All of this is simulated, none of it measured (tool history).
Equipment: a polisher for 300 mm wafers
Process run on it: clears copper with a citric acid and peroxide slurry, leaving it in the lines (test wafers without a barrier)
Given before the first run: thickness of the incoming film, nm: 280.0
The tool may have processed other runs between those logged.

run,hour,flow of slurry (ml/min),pressure of the wafer on the pad (psi),speed of the pad under the wafer (cm/s),abrasive content of the slurry,overpolish time after the end point (s),time until the end point was called (s),dishing of a wide line in a test structure (Å)
1,0.0,170,3.1,108,1.00,19,98.417,374.15
2,7.0,170,3.1,108,1.00,24,97.272,433.27
3,10.7,170,2.7,114,1.00,19,105.680,334.56
4,14.4,170,2.7,114,0.90,19,109.680,321.72
5,18.4,170,2.7,96,0.90,19,128.810,286.41
6,25.8,170,2.7,106,0.90,19,116.620,308.33
7,27.0,150,2.4,120,0.80,16,118.870,252.35
8,28.6,135,2.1,130,0.70,13,133.220,188.55
9,35.0,135,2.1,130,0.70,13,133.030,181.92
10,37.7,125,2.0,140,0.65,11,133.680,164.45

The next listed run, before its measurement:
11,43.8,120,1.9,148,0.60,10,?,?

{"run 11": {"time until the end point was called (s)": 140.2, "dishing of a wide line in a test structure (Å)": 140.76}}

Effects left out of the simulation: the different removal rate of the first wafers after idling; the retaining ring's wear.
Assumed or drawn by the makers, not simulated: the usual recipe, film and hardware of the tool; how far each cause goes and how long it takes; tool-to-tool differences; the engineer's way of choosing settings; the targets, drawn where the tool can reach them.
